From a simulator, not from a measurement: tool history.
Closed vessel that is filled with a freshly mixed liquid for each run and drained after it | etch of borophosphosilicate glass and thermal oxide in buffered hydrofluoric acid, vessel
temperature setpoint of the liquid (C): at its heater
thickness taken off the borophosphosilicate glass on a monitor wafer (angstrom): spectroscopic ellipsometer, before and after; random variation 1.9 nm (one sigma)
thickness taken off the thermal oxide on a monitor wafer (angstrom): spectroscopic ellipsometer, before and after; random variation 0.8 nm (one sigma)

run  hour  temperature setpoint of the liquid (C)  parts of 40 % ammonium fluoride to one part of 49 % hydrofluoric acid (parts by volume)  time in the liquid (s)  thickness taken off the borophosphosilicate glass on a monitor wafer (angstrom)  thickness taken off the thermal oxide on a monitor wafer (angstrom)
  1   0.0                                    22.0                                                                                     12.5                      60                                                                           1225.8                                                               445.98
  2   5.1                                    24.5                                                                                     11.0                      60                                                                           1582.6                                                               580.35
  3   6.0                                    26.0                                                                                     10.0                      60                                                                           1886.7                                                               695.25
  4   7.9                                    27.0                                                                                      9.5                      60                                                                           2096.0                                                               770.84
  5  11.5                                    28.0                                                                                      9.0                      60                                                                           2295.8                                                               850.68
  6  18.4                                    28.0                                                                                      6.0                      60                                                                           3429.6                                                              1249.40

Run 7 comes next. What will it give?
  7  24.0                                    27.0                                                                                      6.0                      60                                                                                ?                                                                    ?

Run 7 gave thickness taken off the borophosphosilicate glass on a monitor wafer (angstrom) 3247.8, thickness taken off the thermal oxide on a monitor wafer (angstrom) 1190.20.
